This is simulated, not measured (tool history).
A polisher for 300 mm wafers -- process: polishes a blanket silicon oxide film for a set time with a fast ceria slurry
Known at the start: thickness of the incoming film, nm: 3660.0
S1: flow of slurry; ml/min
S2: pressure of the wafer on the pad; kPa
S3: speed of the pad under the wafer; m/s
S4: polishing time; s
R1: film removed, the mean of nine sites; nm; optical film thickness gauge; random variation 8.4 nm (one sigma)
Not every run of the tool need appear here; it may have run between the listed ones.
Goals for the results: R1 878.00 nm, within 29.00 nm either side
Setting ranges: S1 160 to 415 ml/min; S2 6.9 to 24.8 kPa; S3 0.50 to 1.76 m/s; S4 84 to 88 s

Run 1, hour 0.0: S1 265 ml/min, S2 15.9 kPa, S3 1.12 m/s, S4 84 s. Result: R1 1011.20 nm.
Run 2, hour 3.0: S1 265 ml/min, S2 15.9 kPa, S3 0.84 m/s, S4 84 s. Result: R1 748.42 nm.
Run 3, hour 8.6: S1 265 ml/min, S2 15.9 kPa, S3 0.72 m/s, S4 84 s. Result: R1 655.65 nm.
Run 4, hour 12.6: S1 290 ml/min, S2 15.9 kPa, S3 0.72 m/s, S4 84 s. Result: R1 658.36 nm.
Run 5, hour 20.8: S1 290 ml/min, S2 16.5 kPa, S3 0.72 m/s, S4 84 s. Result: R1 691.49 nm.
Run 6, hour 24.7: S1 290 ml/min, S2 16.5 kPa, S3 0.50 m/s, S4 84 s. Result: R1 487.74 nm.
At hour 30.9: worn pad replaced by a new one.
Run 7, hour 30.9: S1 290 ml/min, S2 17.9 kPa, S3 0.52 m/s, S4 84 s. Result: R1 606.56 nm.
Run 8, hour 38.3: S1 290 ml/min, S2 18.6 kPa, S3 0.52 m/s, S4 84 s. Result: R1 620.20 nm.
Run 9, hour 43.1: S1 290 ml/min, S2 19.3 kPa, S3 0.52 m/s, S4 84 s. Result: R1 641.26 nm.
Run 10, hour 49.1: S1 290 ml/min, S2 20.0 kPa, S3 0.52 m/s, S4 84 s. Result: R1 676.21 nm.
Run 11, hour 57.7: S1 295 ml/min, S2 24.1 kPa, S3 0.54 m/s, S4 84 s. Result: R1 841.60 nm.

Exercise: of the 5 proposed moves below, exactly one satisfies all targets within the stated allowed misses. Which move is it?
Run A, hour 66.3: S1 360 ml/min, S2 21.4 kPa, S3 0.56 m/s, S4 86 s. Result: R1 ?.
Run B, hour 66.3: S1 265 ml/min, S2 22.1 kPa, S3 0.66 m/s, S4 87 s. Result: R1 ?.
Run C, hour 66.3: S1 310 ml/min, S2 24.8 kPa, S3 0.56 m/s, S4 88 s. Result: R1 ?.
Run D, hour 66.3: S1 345 ml/min, S2 23.4 kPa, S3 0.56 m/s, S4 86 s. Result: R1 ?.
Run E, hour 66.3: S1 325 ml/min, S2 24.8 kPa, S3 0.60 m/s, S4 84 s. Result: R1 ?.

move      R1
   A  811.78
   B  964.70
   C  950.53
   D  885.77
   E  972.07
A: its largest miss is bigger than the last run's
B: pushes the last run's worst result past its target
C: pushes the last run's worst result past its target
D: all results land within tolerance of their targets
E: pushes the last run's worst result past its target
Correct choice: D, which meets every target
